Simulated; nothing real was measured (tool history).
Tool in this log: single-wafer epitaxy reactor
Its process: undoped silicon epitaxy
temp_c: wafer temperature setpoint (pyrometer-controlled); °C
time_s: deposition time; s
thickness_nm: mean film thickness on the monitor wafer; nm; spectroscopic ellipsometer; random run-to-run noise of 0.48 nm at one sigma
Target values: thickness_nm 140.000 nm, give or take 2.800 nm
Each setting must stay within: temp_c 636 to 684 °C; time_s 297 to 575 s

run    day  temp_c  time_s  thickness_nm
  1  0.000     660     436        91.970
  2  0.183     664     437       101.040
  3  0.229     656     437        82.616
  4  0.338     660     438        91.329
  5  0.392     663     438        98.273
  6  0.496     666     438       105.280
  7  0.758     668     438       110.610
  8  0.892     670     438       115.760
  9  1.229     672     438       121.720
 10  1.604     673     438       125.420
 11  1.704     674     438       127.430
 12  1.962     679     439       144.920

Consider the 4 candidate settings below. Which is the only one whose results all fall within their allowed miss of target?
  A  2.221     673     516             ?
  B  2.221     678     460             ?
  C  2.221     677     443             ?
  D  2.221     679     462             ?

move  thickness_nm
   A       147.420
   B       147.740
   C       139.010
   D       151.880
A: further off than the last run
B: further off than the last run
C: every result within its allowed miss
D: further off than the last run
The move that meets every target is C.

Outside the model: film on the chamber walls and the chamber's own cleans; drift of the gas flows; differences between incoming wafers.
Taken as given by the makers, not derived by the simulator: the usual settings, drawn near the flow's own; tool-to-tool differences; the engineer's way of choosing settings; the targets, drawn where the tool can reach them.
